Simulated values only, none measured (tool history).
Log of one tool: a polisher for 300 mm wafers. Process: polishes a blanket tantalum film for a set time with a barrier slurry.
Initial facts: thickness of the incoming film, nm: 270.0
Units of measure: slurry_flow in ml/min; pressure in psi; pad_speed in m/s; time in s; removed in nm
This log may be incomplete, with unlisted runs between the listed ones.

| run | hour | slurry_flow | pressure | pad_speed | slurry_solids | time | removed |
|---|---|---|---|---|---|---|---|
| 1 | 0 | 265 | 1.7 | 0.78 | 1 | 31 | 32.033 |
| 2 | 1.5 | 260 | 1.5 | 0.68 | 0.95 | 30 | 22.919 |
| 3 | 9.3 | 260 | 1.5 | 0.68 | 0.95 | 27 | 21.827 |
| 4 | 16.7 | 260 | 1.5 | 0.68 | 0.95 | 31 | 24.397 |
| 5 | 21.3 | 260 | 1.5 | 0.54 | 0.95 | 31 | 19.062 |
| 6 | 29.2 | 305 | 1.5 | 0.54 | 0.95 | 31 | 19.801 |
| 7 | 37.7 | 305 | 1.3 | 0.5 | 0.95 | 31 | 16.13 |
| 8 | 42.9 | 305 | 0.8 | 0.36 | 0.95 | 31 | 7.4371 |
| 9 | 51.2 | 310 | 0.9 | 0.36 | 0.95 | 31 | 8.2729 |
| 10 | 55.4 | 315 | 0.9 | 0.36 | 0.95 | 31 | 8.2464 |
| 11 | 60.6 | 320 | 1 | 0.36 | 0.95 | 31 | 9.2483 |

Run 12 is up next; what results do you expect?
| 12 | 64.4 | 325 | 1 | 0.36 | 0.95 | 31 | ? |

removed: 9.2775 nm
